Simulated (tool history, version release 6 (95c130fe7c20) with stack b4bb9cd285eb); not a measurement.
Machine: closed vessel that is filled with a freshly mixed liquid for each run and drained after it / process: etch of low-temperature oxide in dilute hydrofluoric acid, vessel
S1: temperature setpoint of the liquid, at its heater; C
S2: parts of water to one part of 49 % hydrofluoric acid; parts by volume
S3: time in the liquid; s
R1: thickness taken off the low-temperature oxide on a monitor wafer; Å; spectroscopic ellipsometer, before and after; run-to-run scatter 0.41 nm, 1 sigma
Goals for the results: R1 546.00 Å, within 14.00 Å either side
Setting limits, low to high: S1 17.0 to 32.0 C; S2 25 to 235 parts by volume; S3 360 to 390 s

{"run": 1, "hour": 0.0, "S1": 24.0, "S2": 130, "S3": 360, "R1": 325.57}
{"run": 2, "hour": 2.4, "S1": 24.0, "S2": 175, "S3": 360, "R1": 229.34}
{"run": 3, "hour": 10.9, "S1": 25.0, "S2": 165, "S3": 360, "R1": 259.91}
{"run": 4, "hour": 17.7, "S1": 25.0, "S2": 120, "S3": 360, "R1": 371.38}
{"run": 5, "hour": 18.8, "S1": 26.0, "S2": 120, "S3": 360, "R1": 386.53}
{"run": 6, "hour": 24.5, "S1": 26.0, "S2": 120, "S3": 360, "R1": 384.77}
{"run": 7, "hour": 33.4, "S1": 26.5, "S2": 120, "S3": 360, "R1": 391.43}
{"run": 8, "hour": 41.5, "S1": 27.0, "S2": 120, "S3": 360, "R1": 406.84}

4 next moves are on the table. One of them brings every result within its allowed miss. Which?
{"run": "A", "hour": 49.6, "S1": 26.0, "S2": 80, "S3": 390, "R1": "?"}
{"run": "B", "hour": 49.6, "S1": 25.0, "S2": 100, "S3": 390, "R1": "?"}
{"run": "C", "hour": 49.6, "S1": 26.5, "S2": 140, "S3": 360, "R1": "?"}
{"run": "D", "hour": 49.6, "S1": 29.0, "S2": 105, "S3": 390, "R1": "?"}

move=A R1=653.12
move=B R1=489.50
move=C R1=325.32
move=D R1=540.18
A: pushes the last run's worst result past its target
B: closes in on the targets versus the last run, not all within tolerance yet
C: lands further from the targets than the last run did
D: in spec on every target
Answer: D
